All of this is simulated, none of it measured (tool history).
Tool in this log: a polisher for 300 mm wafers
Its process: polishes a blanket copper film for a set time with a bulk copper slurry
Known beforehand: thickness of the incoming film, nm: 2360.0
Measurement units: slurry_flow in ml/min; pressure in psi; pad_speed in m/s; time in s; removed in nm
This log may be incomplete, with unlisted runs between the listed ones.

run 1 hour=0 | slurry_flow=125 pressure=3.2 pad_speed=1.16 slurry_solids=1 time=101 | removed=1005.7
run 2 hour=8.9 | slurry_flow=105 pressure=3.2 pad_speed=1.16 slurry_solids=1 time=101 | removed=955.05
run 3 hour=9.9 | slurry_flow=115 pressure=3.3 pad_speed=1.16 slurry_solids=1 time=101 | removed=1000.3
run 4 hour=12 | slurry_flow=135 pressure=3.3 pad_speed=1.16 slurry_solids=1 time=101 | removed=1031.8
run 5 hour=19.9 | slurry_flow=135 pressure=3.3 pad_speed=1.16 slurry_solids=1.1 time=101 | removed=1042.3
run 6 hour=28.6 | slurry_flow=135 pressure=3.3 pad_speed=1.44 slurry_solids=1.1 time=101 | removed=1306.6
run 7 hour=33.4 | slurry_flow=140 pressure=3.3 pad_speed=1.44 slurry_solids=1.1 time=101 | removed=1289.8
run 8 hour=37.1 | slurry_flow=140 pressure=3.4 pad_speed=1.44 slurry_solids=1.1 time=101 | removed=1343.5

Run 9, settings as shown, results not yet in. Your forecast:
run 9 hour=41.4 | slurry_flow=145 pressure=3.4 pad_speed=1.44 slurry_solids=1.1 time=101 | removed=?

removed: 1342.2 nm

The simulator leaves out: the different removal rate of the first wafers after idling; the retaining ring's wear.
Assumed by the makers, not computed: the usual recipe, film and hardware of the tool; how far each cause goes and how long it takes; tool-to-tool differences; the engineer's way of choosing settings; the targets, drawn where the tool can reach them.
